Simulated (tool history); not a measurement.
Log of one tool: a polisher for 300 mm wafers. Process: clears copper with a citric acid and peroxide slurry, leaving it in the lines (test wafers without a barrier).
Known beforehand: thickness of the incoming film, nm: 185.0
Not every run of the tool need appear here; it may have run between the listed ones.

run,hour,flow of slurry (ml/min),pressure of the wafer on the pad (psi),speed of the pad under the wafer (m/s),abrasive content of the slurry,overpolish time after the end point (s),time until the end point was called (s),dishing of a wide line in a test structure (nm)
1,0,185,4.1,0.84,1,12,79.146,20.398
2,1.7,180,3.9,0.84,1,12,80.785,19.391
3,5.9,180,3.6,0.84,1,12,88.413,17.71
4,10,180,3.4,0.84,1,12,93.038,17.538
5,17.4,180,3.2,0.84,1,12,99.573,16.236
6,22.2,180,3.8,0.84,1,12,83.45,19.453
7,26.6,180,3.6,0.84,1,12,89.044,17.538

The next listed run, before its measurement:
8,29.7,180,3.4,0.84,1,12,?,?

For run 8 the tool returned time until the end point was called (s) 93.416, dishing of a wide line in a test structure (nm) 16.813.

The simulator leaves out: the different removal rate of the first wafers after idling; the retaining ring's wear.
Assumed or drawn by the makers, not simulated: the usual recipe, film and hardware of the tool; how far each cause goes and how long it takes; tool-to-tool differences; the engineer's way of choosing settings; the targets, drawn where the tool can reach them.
